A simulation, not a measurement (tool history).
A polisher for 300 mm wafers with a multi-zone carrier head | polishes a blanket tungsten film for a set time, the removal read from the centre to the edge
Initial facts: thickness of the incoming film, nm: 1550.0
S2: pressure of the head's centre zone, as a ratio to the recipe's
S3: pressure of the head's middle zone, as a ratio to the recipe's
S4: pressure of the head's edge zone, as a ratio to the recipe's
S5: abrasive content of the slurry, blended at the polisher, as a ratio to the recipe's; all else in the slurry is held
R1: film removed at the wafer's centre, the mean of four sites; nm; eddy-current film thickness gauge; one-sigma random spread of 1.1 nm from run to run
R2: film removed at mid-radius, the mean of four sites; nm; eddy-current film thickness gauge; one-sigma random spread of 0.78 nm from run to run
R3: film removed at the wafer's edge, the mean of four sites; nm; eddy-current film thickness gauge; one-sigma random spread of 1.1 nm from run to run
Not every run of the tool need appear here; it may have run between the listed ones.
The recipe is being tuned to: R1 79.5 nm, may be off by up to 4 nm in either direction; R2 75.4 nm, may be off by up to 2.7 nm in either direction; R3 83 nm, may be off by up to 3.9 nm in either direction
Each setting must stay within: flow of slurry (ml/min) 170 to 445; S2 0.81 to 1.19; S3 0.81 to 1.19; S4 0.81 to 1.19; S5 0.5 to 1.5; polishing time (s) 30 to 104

Run 1, hour 0: flow of slurry (ml/min) 285, S2 1, S3 1, S4 1, S5 1, polishing time (s) 67. Result: R1 176.2 nm, R2 173.58 nm, R3 168.92 nm.
Run 2, hour 2: flow of slurry (ml/min) 270, S2 0.98, S3 0.96, S4 0.99, S5 0.9, polishing time (s) 58. Result: R1 140.56 nm, R2 142.6 nm, R3 146.15 nm.
Run 3, hour 4.8: flow of slurry (ml/min) 250, S2 1, S3 0.93, S4 0.95, S5 0.8, polishing time (s) 51. Result: R1 123.67 nm, R2 117.01 nm, R3 120.68 nm.
Run 4, hour 8.3: flow of slurry (ml/min) 245, S2 0.98, S3 0.91, S4 0.93, S5 0.75, polishing time (s) 47. Result: R1 112.1 nm, R2 105.2 nm, R3 108.7 nm.
Run 5, hour 12.6: flow of slurry (ml/min) 245, S2 0.98, S3 0.91, S4 0.93, S5 0.55, polishing time (s) 47. Result: R1 105.61 nm, R2 102.69 nm, R3 104 nm.
Run 6, hour 18.5: flow of slurry (ml/min) 245, S2 0.98, S3 0.91, S4 0.87, S5 0.55, polishing time (s) 47. Result: R1 105.55 nm, R2 101.91 nm, R3 99.738 nm.
Run 7, hour 27.3: flow of slurry (ml/min) 235, S2 0.96, S3 0.89, S4 0.88, S5 0.55, polishing time (s) 44. Result: R1 96.184 nm, R2 91.322 nm, R3 94.064 nm.
Run 8, hour 32.8: flow of slurry (ml/min) 230, S2 0.94, S3 0.88, S4 0.87, S5 0.55, polishing time (s) 43. Result: R1 92.177 nm, R2 88.832 nm, R3 90.515 nm.
Run 9, hour 37.1: flow of slurry (ml/min) 220, S2 0.93, S3 0.86, S4 0.87, S5 0.55, polishing time (s) 43. Result: R1 88.971 nm, R2 86.961 nm, R3 89.958 nm.
Run 10, hour 44.9: flow of slurry (ml/min) 220, S2 0.93, S3 0.85, S4 0.88, S5 0.55, polishing time (s) 42. Result: R1 91.581 nm, R2 84.567 nm, R3 89.569 nm.
Run 11, hour 51.3: flow of slurry (ml/min) 215, S2 0.91, S3 0.84, S4 0.88, S5 0.55, polishing time (s) 42. Result: R1 85.141 nm, R2 80.643 nm, R3 88.741 nm.
Run 12, hour 52.2: flow of slurry (ml/min) 210, S2 0.9, S3 0.83, S4 0.87, S5 0.55, polishing time (s) 42. Result: R1 86.169 nm, R2 81.974 nm, R3 87.211 nm.
Run 13, hour 54.6: flow of slurry (ml/min) 210, S2 0.89, S3 0.81, S4 0.91, S5 0.5, polishing time (s) 37. Result: R1 71.863 nm, R2 69.475 nm, R3 77.218 nm.

Pick the move, out of 4, that brings all results within their allowed miss; only one does.
Run A, hour 57: flow of slurry (ml/min) 180, S2 0.94, S3 0.86, S4 0.96, S5 0.5, polishing time (s) 39. Result: R1 ?, R2 ?, R3 ?.
Run B, hour 57: flow of slurry (ml/min) 190, S2 1.04, S3 0.81, S4 0.94, S5 0.65, polishing time (s) 34. Result: R1 ?, R2 ?, R3 ?.
Run C, hour 57: flow of slurry (ml/min) 220, S2 0.98, S3 0.93, S4 0.81, S5 0.5, polishing time (s) 35. Result: R1 ?, R2 ?, R3 ?.
Run D, hour 57: flow of slurry (ml/min) 195, S2 0.96, S3 0.82, S4 0.81, S5 0.55, polishing time (s) 35. Result: R1 ?, R2 ?, R3 ?.

move      R1      R2      R3
   A  78.089  74.776  80.897
   B   78.45   65.47   73.54
   C  75.449  74.051  68.824
   D  73.626  66.502  69.014
A: every result lands within tolerance
B: its largest miss is bigger than the last run's
C: brings the last run's worst result on target, with another outside its allowed miss
D: its largest miss is bigger than the last run's
So the answer is move A, the one that meets all the targets.

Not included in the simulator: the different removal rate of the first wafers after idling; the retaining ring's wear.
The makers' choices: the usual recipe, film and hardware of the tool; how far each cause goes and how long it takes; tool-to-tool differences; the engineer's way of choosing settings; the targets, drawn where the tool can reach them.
